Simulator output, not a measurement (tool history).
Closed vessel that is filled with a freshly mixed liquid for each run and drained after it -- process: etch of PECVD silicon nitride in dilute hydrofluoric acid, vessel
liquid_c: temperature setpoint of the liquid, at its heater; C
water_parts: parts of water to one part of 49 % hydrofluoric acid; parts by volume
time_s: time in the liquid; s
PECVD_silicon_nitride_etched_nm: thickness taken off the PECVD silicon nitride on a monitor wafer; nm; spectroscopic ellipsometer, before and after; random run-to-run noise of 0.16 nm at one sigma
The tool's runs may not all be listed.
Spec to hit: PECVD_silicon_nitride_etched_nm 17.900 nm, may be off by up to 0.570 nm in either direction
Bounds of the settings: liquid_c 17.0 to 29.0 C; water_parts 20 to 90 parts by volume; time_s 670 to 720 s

run  hour  liquid_c  water_parts  time_s  PECVD_silicon_nitride_etched_nm
  1   0.0      21.0           50     670                           34.074
  2   2.5      20.0           55     670                           29.042
  3   3.2      19.5           60     670                           25.272
  4   3.9      19.0           60     670                           24.903
  5   8.1      17.0           60     670                           21.551
  6  13.2      17.0           65     670                           19.926
  7  14.8      17.0           70     670                           18.346
  8  23.1      17.5           70     670                           18.996
  9  24.8      17.0           70     670                           18.187
 10  31.3      17.5           70     670                           18.804
 11  37.0      17.0           70     670                           18.418
 12  38.9      17.0           75     670                           17.234

Which one of the following 5 next-run settings gets every result inside its allowed miss? There is exactly one.
  A  40.8      20.0           90     680                                ?
  B  40.8      17.0           85     715                                ?
  C  40.8      17.0           80     670                                ?
  D  40.8      17.0           85     710                                ?
  E  40.8      17.5           90     705                                ?

move  PECVD_silicon_nitride_etched_nm
   A                           17.999
   B                           16.247
   C                           16.147
   D                           16.133
   E                           15.696
A: each result inside its tolerance
B: misses by more than the last run did
C: misses by more than the last run did
D: misses by more than the last run did
E: misses by more than the last run did
Go with A: it meets all targets.
